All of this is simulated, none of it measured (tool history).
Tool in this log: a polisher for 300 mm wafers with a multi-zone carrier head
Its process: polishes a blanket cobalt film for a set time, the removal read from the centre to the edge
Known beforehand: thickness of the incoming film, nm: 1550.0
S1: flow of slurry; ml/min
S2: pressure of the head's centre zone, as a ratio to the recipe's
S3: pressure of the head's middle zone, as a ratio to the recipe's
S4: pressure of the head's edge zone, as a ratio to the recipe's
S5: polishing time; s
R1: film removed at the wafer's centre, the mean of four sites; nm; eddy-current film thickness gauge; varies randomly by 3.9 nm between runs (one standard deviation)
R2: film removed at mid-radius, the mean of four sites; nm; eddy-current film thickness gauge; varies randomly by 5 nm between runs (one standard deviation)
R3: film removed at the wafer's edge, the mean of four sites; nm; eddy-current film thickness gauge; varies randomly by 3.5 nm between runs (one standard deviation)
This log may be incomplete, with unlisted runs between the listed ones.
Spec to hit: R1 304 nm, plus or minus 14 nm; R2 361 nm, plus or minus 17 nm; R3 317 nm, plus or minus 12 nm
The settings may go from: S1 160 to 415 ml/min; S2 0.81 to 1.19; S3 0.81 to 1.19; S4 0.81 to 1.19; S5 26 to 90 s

run,hour,S1,S2,S3,S4,S5,R1,R2,R3
1,0,265,1,1,1,58,396.76,377.39,379.45
2,7.4,265,1,1,0.95,58,406.95,390.82,375.05
3,9.7,265,0.97,1.01,0.94,56,377.62,380.56,361.08
4,15.9,265,0.97,1.01,0.94,47,304.05,324.18,306.35
5,18.6,265,1.04,1.01,0.94,47,327.13,318.67,298.21
6,24.2,265,1.04,0.95,0.94,47,333.21,304.02,308.6
7,29.6,275,0.94,1.05,0.99,51,327.99,351.87,336.03
8,37.6,270,0.93,1.06,0.98,51,318.55,360.7,337.01
9,42.1,270,0.93,1.07,0.97,51,324.76,359.52,327.45
10,43.6,265,0.92,1.07,0.97,51,323.74,368.13,337.45

Exercise: of the 5 proposed moves below, exactly one satisfies all targets within the stated allowed misses. Which move is it?
A,45.1,245,0.92,1.04,1,55,?,?,?
B,45.1,160,0.82,0.97,1.13,58,?,?,?
C,45.1,240,1.07,1.19,0.92,48,?,?,?
D,45.1,315,0.95,1.03,0.84,52,?,?,?
E,45.1,235,0.9,1.11,0.94,50,?,?,?

move,R1,R2,R3
A,345.19,384.16,362.08
B,313.76,374.95,397.41
C,350.56,368.73,302.95
D,343.23,366.72,319.75
E,306.11,364.92,318.7
A: lands further from the targets than the last run did
B: lands further from the targets than the last run did
C: moves the result that the last run missed by most past its target, out the other side
D: puts the biggest miss on target and leaves a different result outside tolerance
E: every result lands within tolerance
So the answer is move E, the one that meets all the targets.
